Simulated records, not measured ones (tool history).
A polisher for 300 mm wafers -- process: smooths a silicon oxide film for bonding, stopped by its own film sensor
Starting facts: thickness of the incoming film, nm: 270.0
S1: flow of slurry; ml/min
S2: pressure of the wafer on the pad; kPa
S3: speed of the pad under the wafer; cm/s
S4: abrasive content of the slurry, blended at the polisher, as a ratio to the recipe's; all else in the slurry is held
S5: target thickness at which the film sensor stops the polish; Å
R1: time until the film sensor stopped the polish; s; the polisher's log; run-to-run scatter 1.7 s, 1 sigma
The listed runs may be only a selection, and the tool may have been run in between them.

run	hour	S1	S2	S3	S4	S5	R1
1	0	185	13.8	76	1	2160	112.86
2	2.7	185	14.5	76	1	2160	106.92
3	4.1	230	14.5	76	1	2160	104.66
4	12	230	12.4	76	1	2160	120.31
5	20.4	230	13.8	78	1	2160	106.09
6	24.6	230	13.8	72	1	2160	112.47
7	32.8	230	14.5	74	1	2160	106.38
8	39.4	230	14.5	74	1	2160	107.21
9	40.6	230	15.2	74	1	2160	104.78

What will run 10 give?
10	44.9	230	15.9	76	1	2160	?

Run 10 came out at R1 95.151 s.

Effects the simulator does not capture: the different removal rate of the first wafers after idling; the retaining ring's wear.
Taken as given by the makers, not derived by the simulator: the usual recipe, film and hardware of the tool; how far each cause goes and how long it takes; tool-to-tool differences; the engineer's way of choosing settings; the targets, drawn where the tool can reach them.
